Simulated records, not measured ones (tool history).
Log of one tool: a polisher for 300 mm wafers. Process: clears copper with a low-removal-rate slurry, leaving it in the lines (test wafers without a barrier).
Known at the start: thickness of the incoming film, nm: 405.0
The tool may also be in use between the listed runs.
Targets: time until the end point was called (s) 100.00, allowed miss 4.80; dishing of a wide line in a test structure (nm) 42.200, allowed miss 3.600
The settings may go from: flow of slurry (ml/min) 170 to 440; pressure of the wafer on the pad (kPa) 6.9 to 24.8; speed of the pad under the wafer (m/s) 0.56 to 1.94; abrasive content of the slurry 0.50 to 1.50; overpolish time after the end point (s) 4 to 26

run,hour,flow of slurry (ml/min),pressure of the wafer on the pad (kPa),speed of the pad under the wafer (m/s),abrasive content of the slurry,overpolish time after the end point (s),time until the end point was called (s),dishing of a wide line in a test structure (nm)
1,0.0,280,15.9,1.24,1.00,13,132.85,28.220
2,2.1,280,15.9,1.24,1.00,8,131.41,19.260
3,3.9,280,17.2,1.24,1.00,10,120.64,24.141
4,8.1,280,17.9,1.24,1.00,11,119.83,27.583
5,13.6,280,17.9,1.40,1.00,11,103.78,29.095
6,14.3,280,17.9,1.40,1.15,11,101.67,30.335
7,18.0,280,17.9,1.40,1.15,12,100.75,32.766
8,22.8,280,17.9,1.40,1.15,13,101.32,34.949

Which of these 4 next moves meets every target?
A,27.6,245,19.3,1.54,0.60,16,?,?
B,27.6,270,15.9,1.74,0.80,11,?,?
C,27.6,280,17.9,1.42,1.10,14,?,?
D,27.6,275,17.9,1.42,1.20,9,?,?

move,time until the end point was called (s),dishing of a wide line in a test structure (nm)
A,100.04,39.133
B,100.07,29.558
C,101.81,35.083
D,100.15,25.376
A: meets every target
B: further off than the last run
C: as far off as the last run
D: further off than the last run
Answer: A
